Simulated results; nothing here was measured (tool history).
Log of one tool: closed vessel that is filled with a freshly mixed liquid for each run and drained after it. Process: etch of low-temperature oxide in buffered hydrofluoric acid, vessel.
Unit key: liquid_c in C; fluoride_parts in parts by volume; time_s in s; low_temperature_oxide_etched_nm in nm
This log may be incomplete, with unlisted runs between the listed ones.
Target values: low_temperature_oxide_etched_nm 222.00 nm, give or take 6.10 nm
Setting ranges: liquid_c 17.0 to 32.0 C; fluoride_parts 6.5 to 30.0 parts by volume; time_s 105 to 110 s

run	day	liquid_c	fluoride_parts	time_s	low_temperature_oxide_etched_nm
1	0.000	24.0	19.5	105	153.99
2	0.300	25.5	19.5	105	166.61
3	0.462	26.5	19.5	105	174.39
4	0.633	27.5	19.5	105	183.66
5	0.867	27.5	19.5	105	183.19
6	0.904	28.0	19.5	105	190.13
7	1.029	28.5	19.5	105	192.88
8	1.238	29.0	19.5	105	199.45
9	1.579	29.5	19.5	105	203.93

5 next moves are on the table. One of them brings every result within its allowed miss. Which?
A	1.921	28.5	18.5	105	?
B	1.921	27.0	16.5	110	?
C	1.921	29.5	18.0	110	?
D	1.921	27.5	18.5	110	?
E	1.921	30.5	18.5	110	?

move	low_temperature_oxide_etched_nm
A	205.77
B	222.67
C	233.52
D	204.37
E	239.62
A: gains on the last run, yet a result remains outside its allowed miss
B: every result lands within tolerance
C: moves the result that the last run missed by most past its target, out the other side
D: just as far off the targets as the last run
E: moves the result that the last run missed by most past its target, out the other side
B is the move that brings every result within its allowed miss.

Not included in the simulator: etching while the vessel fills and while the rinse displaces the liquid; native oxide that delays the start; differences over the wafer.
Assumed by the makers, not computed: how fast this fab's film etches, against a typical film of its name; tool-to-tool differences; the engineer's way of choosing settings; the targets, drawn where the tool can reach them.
